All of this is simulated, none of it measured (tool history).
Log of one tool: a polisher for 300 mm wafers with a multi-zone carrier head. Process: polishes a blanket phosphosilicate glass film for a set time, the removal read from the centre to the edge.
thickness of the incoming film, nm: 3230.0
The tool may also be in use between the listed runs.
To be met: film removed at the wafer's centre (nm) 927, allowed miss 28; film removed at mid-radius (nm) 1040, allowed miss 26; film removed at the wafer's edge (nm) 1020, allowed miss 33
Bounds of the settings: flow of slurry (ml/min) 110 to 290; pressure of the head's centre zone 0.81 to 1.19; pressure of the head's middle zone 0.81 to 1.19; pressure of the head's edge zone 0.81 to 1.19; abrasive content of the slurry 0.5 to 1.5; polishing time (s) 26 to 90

run	hour	flow of slurry (ml/min)	pressure of the head's centre zone	pressure of the head's middle zone	pressure of the head's edge zone	abrasive content of the slurry	polishing time (s)	film removed at the wafer's centre (nm)	film removed at mid-radius (nm)	film removed at the wafer's edge (nm)
1	0	185	1	1	1	1	58	731.64	733.58	737.17
2	1.1	190	1	1.02	1.02	1.05	58	739.47	765.33	747.21
3	2	190	1	1.09	1.02	1.05	58	746.65	803.5	764.88
4	3.9	190	1	1.09	1.04	1.1	58	753.65	810.73	776.45
5	10.7	195	1	1.09	1.06	1.15	59	779.93	855.71	799.19
6	13.5	185	1	1.08	1.07	1.2	60	803.03	851.78	842.67
7	20.2	185	1	1.09	1.08	1.25	60	814.26	880.6	845.09
8	21.8	185	1	1.09	1.09	1.3	61	842.26	908.47	890.09
9	30.1	190	1	1.09	1.1	1.35	61	861.24	909.69	901.09

4 next moves are on the table. One of them brings every result within its allowed miss. Which?
A	38.4	205	1.02	1.07	1.08	1.25	71	?	?	?
B	38.4	280	1.02	1.18	1.04	1.15	69	?	?	?
C	38.4	160	0.98	1.11	1.13	1.4	68	?	?	?
D	38.4	185	1.09	1.15	1.14	1.3	64	?	?	?

move	film removed at the wafer's centre (nm)	film removed at mid-radius (nm)	film removed at the wafer's edge (nm)
A	1003.7	1041.6	1009.4
B	986.74	1100.9	959.59
C	922.76	1029.4	1000.6
D	964.88	992.52	937.15
A: brings the result that was furthest off to its target, and leaves another outside
B: takes the result that was furthest off past its target
C: meets every target
D: nearer than the last run, and not there yet
Move C is the one to make.

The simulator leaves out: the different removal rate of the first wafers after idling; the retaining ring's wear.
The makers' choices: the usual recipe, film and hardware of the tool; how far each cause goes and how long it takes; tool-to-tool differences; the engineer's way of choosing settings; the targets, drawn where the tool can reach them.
